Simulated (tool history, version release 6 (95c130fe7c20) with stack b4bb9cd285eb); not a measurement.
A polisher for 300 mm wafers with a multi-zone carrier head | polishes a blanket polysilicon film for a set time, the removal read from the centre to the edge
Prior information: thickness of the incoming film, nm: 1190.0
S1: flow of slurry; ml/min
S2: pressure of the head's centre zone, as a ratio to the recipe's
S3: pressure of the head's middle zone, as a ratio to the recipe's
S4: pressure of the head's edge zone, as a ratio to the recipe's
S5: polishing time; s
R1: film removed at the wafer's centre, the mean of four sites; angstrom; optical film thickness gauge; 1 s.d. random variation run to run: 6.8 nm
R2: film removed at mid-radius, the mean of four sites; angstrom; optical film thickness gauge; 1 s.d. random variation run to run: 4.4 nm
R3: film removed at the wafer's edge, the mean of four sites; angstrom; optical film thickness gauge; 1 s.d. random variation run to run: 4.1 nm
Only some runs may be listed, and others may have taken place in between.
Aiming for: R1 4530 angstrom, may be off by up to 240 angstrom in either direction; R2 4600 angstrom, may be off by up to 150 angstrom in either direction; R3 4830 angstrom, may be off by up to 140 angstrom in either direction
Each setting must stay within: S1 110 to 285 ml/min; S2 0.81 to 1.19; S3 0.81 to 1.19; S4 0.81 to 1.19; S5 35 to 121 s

{"run": 1, "hour": 0.0, "S1": 180, "S2": 1, "S3": 1, "S4": 1, "S5": 78, "R1": 3688.4, "R2": 3458, "R3": 3769.8}
{"run": 2, "hour": 5.1, "S1": 180, "S2": 0.97, "S3": 1, "S4": 1, "S5": 78, "R1": 3532.2, "R2": 3405.6, "R3": 3736.4}
{"run": 3, "hour": 6.0, "S1": 180, "S2": 0.97, "S3": 0.95, "S4": 1, "S5": 78, "R1": 3629.7, "R2": 3286.9, "R3": 3778.7}
{"run": 4, "hour": 14.0, "S1": 180, "S2": 0.97, "S3": 0.89, "S4": 1, "S5": 78, "R1": 3496.8, "R2": 3131.8, "R3": 3768.5}
{"run": 5, "hour": 20.2, "S1": 225, "S2": 0.97, "S3": 0.89, "S4": 1, "S5": 78, "R1": 3660.4, "R2": 3253.4, "R3": 3826}
{"run": 6, "hour": 26.7, "S1": 200, "S2": 0.97, "S3": 0.89, "S4": 1, "S5": 78, "R1": 3556.2, "R2": 3158.4, "R3": 3739.3}
{"run": 7, "hour": 32.6, "S1": 200, "S2": 0.97, "S3": 0.96, "S4": 1.03, "S5": 82, "R1": 3728.1, "R2": 3562.8, "R3": 4025.1}
{"run": 8, "hour": 40.4, "S1": 200, "S2": 0.99, "S3": 0.99, "S4": 1.05, "S5": 85, "R1": 4008, "R2": 3740, "R3": 4182.5}

Below are 4 possible settings for the next run. Only one of them brings all results inside the allowed miss of their targets. Which is it?
{"run": "A", "hour": 48.2, "S1": 215, "S2": 1.01, "S3": 1.11, "S4": 1, "S5": 93, "R1": "?", "R2": "?", "R3": "?"}
{"run": "B", "hour": 48.2, "S1": 260, "S2": 0.93, "S3": 1.03, "S4": 1.02, "S5": 96, "R1": "?", "R2": "?", "R3": "?"}
{"run": "C", "hour": 48.2, "S1": 210, "S2": 1.07, "S3": 1.14, "S4": 0.92, "S5": 96, "R1": "?", "R2": "?", "R3": "?"}
{"run": "D", "hour": 48.2, "S1": 185, "S2": 0.92, "S3": 0.99, "S4": 1.11, "S5": 104, "R1": "?", "R2": "?", "R3": "?"}

move=A R1=4407.8 R2=4675.7 R3=4520
move=B R1=4341.5 R2=4661.2 R3=4802.4
move=C R1=4774.7 R2=4913.7 R3=4472.3
move=D R1=4415.5 R2=4666.5 R3=5239.7
A: brings the last run's worst result on target, with another outside its allowed miss
B: all results in spec
C: carries the result that was furthest off beyond its target, to the other side
D: brings the last run's worst result on target, with another outside its allowed miss
Answer: B
